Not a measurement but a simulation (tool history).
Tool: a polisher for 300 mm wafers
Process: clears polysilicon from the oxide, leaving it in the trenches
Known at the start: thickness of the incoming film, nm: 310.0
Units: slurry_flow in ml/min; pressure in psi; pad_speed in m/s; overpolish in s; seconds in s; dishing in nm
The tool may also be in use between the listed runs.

{"run": 1, "hour": 0.0, "slurry_flow": 255, "pressure": 2.2, "pad_speed": 1.06, "overpolish": 17, "seconds": 23.083, "dishing": 52.766}
{"run": 2, "hour": 8.7, "slurry_flow": 260, "pressure": 2.1, "pad_speed": 1.06, "overpolish": 15, "seconds": 23.619, "dishing": 51.58}
{"run": 3, "hour": 9.6, "slurry_flow": 260, "pressure": 1.7, "pad_speed": 1.06, "overpolish": 15, "seconds": 28.97, "dishing": 50.614}
{"run": 4, "hour": 17.4, "slurry_flow": 260, "pressure": 1.4, "pad_speed": 1.06, "overpolish": 15, "seconds": 32.996, "dishing": 48.092}
{"run": 5, "hour": 18.6, "slurry_flow": 240, "pressure": 1.3, "pad_speed": 1.14, "overpolish": 13, "seconds": 33.385, "dishing": 47.124}
{"run": 6, "hour": 23.9, "slurry_flow": 190, "pressure": 1.3, "pad_speed": 1.14, "overpolish": 13, "seconds": 35.312, "dishing": 45.792}
{"run": 7, "hour": 25.8, "slurry_flow": 185, "pressure": 1.2, "pad_speed": 1.24, "overpolish": 11, "seconds": 34.703, "dishing": 44.008}

The next listed run, before its measurement:
{"run": 8, "hour": 28.5, "slurry_flow": 180, "pressure": 1.2, "pad_speed": 1.32, "overpolish": 10, "seconds": "?", "dishing": "?"}

seconds: 32.609 s
dishing: 43.761 nm
